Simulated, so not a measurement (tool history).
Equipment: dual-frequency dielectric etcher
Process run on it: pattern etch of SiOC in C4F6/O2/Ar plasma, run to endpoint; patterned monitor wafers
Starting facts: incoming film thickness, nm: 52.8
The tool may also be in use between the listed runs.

Run 1, hour 0.0: bias power (kW) 0.609, source power (kW) 0.430. Result: endpoint time (s) 16.138.
Run 2, hour 6.4: bias power (kW) 0.609, source power (kW) 0.390. Result: endpoint time (s) 16.750.
Run 3, hour 8.6: bias power (kW) 0.574, source power (kW) 0.380. Result: endpoint time (s) 17.293.
Run 4, hour 11.1: bias power (kW) 0.677, source power (kW) 0.380. Result: endpoint time (s) 16.006.
Run 5, hour 12.4: bias power (kW) 0.677, source power (kW) 0.300. Result: endpoint time (s) 16.833.
Run 6, hour 13.5: bias power (kW) 0.645, source power (kW) 0.290. Result: endpoint time (s) 17.063.
Run 7, hour 20.8: bias power (kW) 0.610, source power (kW) 0.280. Result: endpoint time (s) 17.734.

The next listed run, before its measurement:
Run 8, hour 26.7: bias power (kW) 0.588, source power (kW) 0.270. Result: endpoint time (s) ?.

Run 8 came out at endpoint time (s) 18.282.
